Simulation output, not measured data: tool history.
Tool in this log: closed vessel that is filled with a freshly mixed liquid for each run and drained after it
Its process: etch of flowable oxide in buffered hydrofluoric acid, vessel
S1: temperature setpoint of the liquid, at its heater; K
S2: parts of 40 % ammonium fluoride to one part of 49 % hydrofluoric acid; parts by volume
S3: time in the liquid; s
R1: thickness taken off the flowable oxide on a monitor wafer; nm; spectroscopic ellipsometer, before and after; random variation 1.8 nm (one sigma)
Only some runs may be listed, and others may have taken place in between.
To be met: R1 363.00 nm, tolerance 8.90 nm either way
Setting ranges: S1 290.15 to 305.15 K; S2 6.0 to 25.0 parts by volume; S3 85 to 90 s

| run | hour | S1 | S2 | S3 | R1 |
|---|---|---|---|---|---|
| 1 | 0.0 | 298.15 | 15.5 | 85 | 225.63 |
| 2 | 4.4 | 298.15 | 15.5 | 90 | 240.12 |
| 3 | 9.0 | 300.15 | 15.5 | 90 | 266.83 |
| 4 | 16.4 | 301.65 | 15.0 | 90 | 300.33 |
| 5 | 22.8 | 302.65 | 15.0 | 90 | 313.90 |
| 6 | 29.7 | 303.15 | 15.0 | 90 | 323.49 |
| 7 | 33.1 | 303.65 | 15.0 | 90 | 330.62 |
| 8 | 39.2 | 304.15 | 15.0 | 90 | 342.57 |
| 9 | 42.6 | 304.65 | 15.0 | 90 | 348.88 |

Exactly one of the 5 candidate moves below puts every result within its allowed miss. Which one?
| A | 46.0 | 303.65 | 13.5 | 85 | ? |
| B | 46.0 | 302.65 | 11.5 | 85 | ? |
| C | 46.0 | 304.65 | 14.5 | 90 | ? |
| D | 46.0 | 305.15 | 13.0 | 85 | ? |
| E | 46.0 | 305.15 | 15.5 | 85 | ? |

| move | R1 |
|---|---|
| A | 348.47 |
| B | 386.56 |
| C | 362.54 |
| D | 390.92 |
| E | 329.23 |
A: about as far from the targets as the last run
B: the result that was furthest off in the last run now lies on the other side of its target
C: each result inside its tolerance
D: the result that was furthest off in the last run now lies on the other side of its target
E: the biggest miss grows against the last run
C meets every target.
